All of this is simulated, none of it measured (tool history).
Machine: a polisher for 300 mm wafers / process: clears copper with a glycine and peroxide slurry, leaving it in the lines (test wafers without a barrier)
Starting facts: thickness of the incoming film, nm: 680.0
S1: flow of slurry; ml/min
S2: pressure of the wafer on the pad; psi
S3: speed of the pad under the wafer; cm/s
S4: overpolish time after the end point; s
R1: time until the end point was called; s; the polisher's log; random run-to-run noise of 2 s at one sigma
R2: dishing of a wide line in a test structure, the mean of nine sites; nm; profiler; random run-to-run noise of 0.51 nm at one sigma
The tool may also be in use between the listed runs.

| run | day | S1 | S2 | S3 | S4 | R1 | R2 |
|---|---|---|---|---|---|---|---|
| 1 | 0 | 310 | 2.3 | 106 | 20 | 132.26 | 61.901 |
| 2 | 0.358 | 245 | 2.3 | 106 | 20 | 134.18 | 59.785 |
| 3 | 0.662 | 245 | 2.3 | 106 | 12 | 137.48 | 40.924 |
| 4 | 0.938 | 240 | 2.2 | 112 | 11 | 136.34 | 38.76 |
|  | 1.279 | slurry nozzle cleaned |
| 5 | 1.279 | 235 | 2.1 | 118 | 10 | 134.43 | 35.922 |
| 6 | 1.546 | 230 | 2 | 122 | 10 | 139.36 | 34.806 |
| 7 | 1.733 | 225 | 2 | 126 | 10 | 129.83 | 35.016 |
| 8 | 2.108 | 220 | 1.9 | 130 | 10 | 138.77 | 35.531 |

Run 9, settings as shown, results not yet in. Your forecast:
| 9 | 2.192 | 215 | 1.9 | 134 | 10 | ? | ? |

Run 9 came out at R1 135.6 s, R2 34.19 nm.
